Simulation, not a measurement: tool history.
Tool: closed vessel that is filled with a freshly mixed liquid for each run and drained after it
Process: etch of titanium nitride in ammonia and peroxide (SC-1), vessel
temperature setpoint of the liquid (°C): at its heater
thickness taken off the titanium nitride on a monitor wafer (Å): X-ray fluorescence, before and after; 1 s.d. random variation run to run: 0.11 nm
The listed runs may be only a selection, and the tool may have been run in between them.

run	hour	temperature setpoint of the liquid (°C)	parts of water to one part of 30 % peroxide (parts by volume)	parts of 29 % ammonia solution to one part of 30 % peroxide (parts by volume)	time in the liquid (s)	thickness taken off the titanium nitride on a monitor wafer (Å)
1	0	56	12	0.7	170	156.13
2	7.8	56	12	0.5	170	144.98
3	8.3	56	16	0.5	170	124.18
4	9.1	60	16	0.5	170	162.73
5	12.9	53	16	0.5	170	102.04
6	19.3	48.5	16	0.5	170	74.758
7	26.5	49.5	16	0.5	170	81.305
8	27.9	50	16	0.5	170	81.765
9	32.9	50	16	0.5	170	81.09
10	40.5	50.5	16	0.5	170	85.934

What does the tool deliver on the next run?
# hour 42.9: new drum of ammonia solution connected
11	42.9	51	16	0.5	170	?

{"run 11": {"thickness taken off the titanium nitride on a monitor wafer (Å)": 89.78}}
